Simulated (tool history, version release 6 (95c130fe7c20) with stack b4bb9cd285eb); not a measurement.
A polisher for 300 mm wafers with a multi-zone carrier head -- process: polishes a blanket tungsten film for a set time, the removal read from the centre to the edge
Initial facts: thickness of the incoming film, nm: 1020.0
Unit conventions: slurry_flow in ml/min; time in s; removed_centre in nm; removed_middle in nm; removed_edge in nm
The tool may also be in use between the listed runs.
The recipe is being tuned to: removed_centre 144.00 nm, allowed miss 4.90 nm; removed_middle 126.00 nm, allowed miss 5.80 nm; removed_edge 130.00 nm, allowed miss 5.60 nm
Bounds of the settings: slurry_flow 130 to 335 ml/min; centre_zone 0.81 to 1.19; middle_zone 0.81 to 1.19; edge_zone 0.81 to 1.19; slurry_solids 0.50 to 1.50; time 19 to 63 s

run,hour,slurry_flow,centre_zone,middle_zone,edge_zone,slurry_solids,time,removed_centre,removed_middle,removed_edge
1,0.0,215,1.00,1.00,1.00,1.00,41,214.54,207.92,201.54
2,7.8,215,1.00,0.98,0.98,0.90,39,198.17,188.24,190.82
3,16.0,215,1.02,0.99,0.97,0.85,36,184.95,176.09,168.66
4,17.1,215,1.02,0.97,0.96,0.80,35,178.31,168.31,160.55
5,25.7,210,1.02,0.94,0.95,0.75,34,169.62,151.87,158.27
6,30.9,210,1.02,0.94,0.90,0.75,34,166.08,155.58,154.28
7,34.9,195,1.05,0.84,0.85,0.50,30,140.75,116.05,122.53
8,40.1,200,1.05,0.85,0.86,0.50,30,141.82,116.40,122.56

Which one of the following 5 next-run settings gets every result inside its allowed miss? There is exactly one.
A,45.3,170,0.86,0.81,0.89,0.65,34,?,?,?
B,45.3,140,1.11,0.99,0.81,0.65,30,?,?,?
C,45.3,160,0.96,0.81,1.09,0.60,31,?,?,?
D,45.3,240,1.04,0.81,0.95,0.85,27,?,?,?
E,45.3,205,1.01,0.89,0.89,0.55,31,?,?,?

move,removed_centre,removed_middle,removed_edge
A,132.66,126.36,143.77
B,144.41,125.83,117.69
C,131.55,112.23,141.33
D,142.18,110.95,128.39
E,143.71,125.00,130.55
A: meets the target for the result that was furthest off, but another lies outside its allowed miss
B: meets the target for the result that was furthest off, but another lies outside its allowed miss
C: misses by more than the last run did
D: misses by more than the last run did
E: in spec on every target
So the answer is move E, the one that meets all the targets.
